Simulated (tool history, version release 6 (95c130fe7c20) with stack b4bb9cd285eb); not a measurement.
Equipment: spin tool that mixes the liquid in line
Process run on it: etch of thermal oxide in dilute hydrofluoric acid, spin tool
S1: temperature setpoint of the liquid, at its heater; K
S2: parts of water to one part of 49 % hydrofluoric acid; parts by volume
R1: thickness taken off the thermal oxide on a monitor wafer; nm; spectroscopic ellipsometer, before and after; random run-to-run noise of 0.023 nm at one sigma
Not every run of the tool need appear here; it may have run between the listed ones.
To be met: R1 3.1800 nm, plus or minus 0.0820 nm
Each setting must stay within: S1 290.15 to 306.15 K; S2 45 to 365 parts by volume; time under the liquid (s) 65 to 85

Run 1, hour 0.0: S1 298.15 K, S2 205 parts by volume, time under the liquid (s) 85. Result: R1 1.9382 nm.
Run 2, hour 4.0: S1 296.15 K, S2 205 parts by volume, time under the liquid (s) 85. Result: R1 1.8402 nm.
Run 3, hour 6.9: S1 297.15 K, S2 200 parts by volume, time under the liquid (s) 85. Result: R1 1.9562 nm.
Run 4, hour 15.4: S1 299.15 K, S2 200 parts by volume, time under the liquid (s) 85. Result: R1 2.1166 nm.
Run 5, hour 20.9: S1 300.15 K, S2 195 parts by volume, time under the liquid (s) 85. Result: R1 2.2388 nm.
Run 6, hour 22.9: S1 301.15 K, S2 190 parts by volume, time under the liquid (s) 85. Result: R1 2.4168 nm.
Run 7, hour 26.8: S1 301.65 K, S2 190 parts by volume, time under the liquid (s) 85. Result: R1 2.4439 nm.
Run 8, hour 29.3: S1 302.15 K, S2 185 parts by volume, time under the liquid (s) 85. Result: R1 2.5822 nm.
Run 9, hour 31.5: S1 302.65 K, S2 185 parts by volume, time under the liquid (s) 85. Result: R1 2.6025 nm.

Exercise: of the 5 proposed moves below, exactly one satisfies all targets within the stated allowed misses. Which move is it?
Run A, hour 33.7: S1 302.65 K, S2 170 parts by volume, time under the liquid (s) 85. Result: R1 ?.
Run B, hour 33.7: S1 302.65 K, S2 145 parts by volume, time under the liquid (s) 85. Result: R1 ?.
Run C, hour 33.7: S1 303.15 K, S2 170 parts by volume, time under the liquid (s) 85. Result: R1 ?.
Run D, hour 33.7: S1 302.15 K, S2 155 parts by volume, time under the liquid (s) 85. Result: R1 ?.
Run E, hour 33.7: S1 302.65 K, S2 140 parts by volume, time under the liquid (s) 85. Result: R1 ?.

move      R1
   A  2.9443
   B  3.5644
   C  2.9970
   D  3.2327
   E  3.7159
A: closes in on the targets versus the last run, not all within tolerance yet
B: moves the result that the last run missed by most past its target, out the other side
C: closes in on the targets versus the last run, not all within tolerance yet
D: meets every target
E: moves the result that the last run missed by most past its target, out the other side
Answer: D

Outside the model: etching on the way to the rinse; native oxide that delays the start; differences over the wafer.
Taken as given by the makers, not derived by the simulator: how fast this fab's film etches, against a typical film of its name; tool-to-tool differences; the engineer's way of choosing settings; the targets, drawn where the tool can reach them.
